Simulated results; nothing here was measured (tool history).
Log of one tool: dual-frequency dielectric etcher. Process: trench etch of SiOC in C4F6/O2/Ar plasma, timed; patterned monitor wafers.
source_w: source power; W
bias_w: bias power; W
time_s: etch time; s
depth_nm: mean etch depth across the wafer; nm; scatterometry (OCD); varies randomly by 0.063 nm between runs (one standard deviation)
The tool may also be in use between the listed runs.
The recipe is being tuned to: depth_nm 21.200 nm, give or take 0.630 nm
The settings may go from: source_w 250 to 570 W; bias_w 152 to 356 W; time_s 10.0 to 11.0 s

run  hour  source_w  bias_w  time_s  depth_nm
  1   0.0       410     254    11.0    24.074
  2   1.3       410     300    11.0    25.992
  3   4.3       400     295    11.0    25.526
  4   5.2       350     295    11.0    24.569
  5  12.5       350     295    11.0    24.784
  6  16.6       350     289    11.0    24.321
  7  23.9       340     285    11.0    24.101
  8  30.9       280     236    10.5    20.135

4 candidate next runs follow, results not yet known. Just one meets every target within its allowed miss. Identify it.
  A  37.9       260     258    10.0         ?
  B  37.9       250     247    11.0         ?
  C  37.9       300     220    10.0         ?
  D  37.9       300     254    11.0         ?

move  depth_nm
   A    19.681
   B    21.045
   C    18.969
   D    22.240
A: its largest miss is bigger than the last run's
B: each result inside its tolerance
C: its largest miss is bigger than the last run's
D: pushes the last run's worst result past its target
Move B is the one to make.
